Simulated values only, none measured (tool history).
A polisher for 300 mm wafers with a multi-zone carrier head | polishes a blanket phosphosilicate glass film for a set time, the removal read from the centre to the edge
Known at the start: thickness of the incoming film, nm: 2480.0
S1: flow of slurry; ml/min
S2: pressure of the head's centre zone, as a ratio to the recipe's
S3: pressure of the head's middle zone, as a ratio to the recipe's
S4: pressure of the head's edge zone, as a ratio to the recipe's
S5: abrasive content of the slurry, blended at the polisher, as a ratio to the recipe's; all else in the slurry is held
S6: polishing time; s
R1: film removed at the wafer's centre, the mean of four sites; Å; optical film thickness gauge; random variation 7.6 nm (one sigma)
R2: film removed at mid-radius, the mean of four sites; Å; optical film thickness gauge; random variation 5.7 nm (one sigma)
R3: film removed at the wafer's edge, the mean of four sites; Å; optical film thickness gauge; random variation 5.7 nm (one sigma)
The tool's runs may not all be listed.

run	hour	S1	S2	S3	S4	S5	S6	R1	R2	R3
1	0	205	1	1	1	1	70	6962.5	7052.9	7186.7
2	0.6	205	1	1	1	1	57	5656.3	5715.6	5829.4
3	5.2	205	1	1	1	0.85	57	5224.2	5384.2	5444.1
4	12.1	205	1	1	1	0.95	57	5535.6	5581.6	5736.3
5	18.8	205	1	1	1.06	0.95	57	5538.5	5659.9	5821.6
6	26	205	0.93	1	1.06	0.95	57	5095.1	5715	5783.1
7	26.9	215	0.96	1.04	1.02	0.9	57	5144.4	5628.2	5467.1

The next listed run, before its measurement:
8	35.5	220	0.97	1.07	1.01	0.9	57	?	?	?

R1: 5369.8 Å
R2: 5837 Å
R3: 5512.8 Å
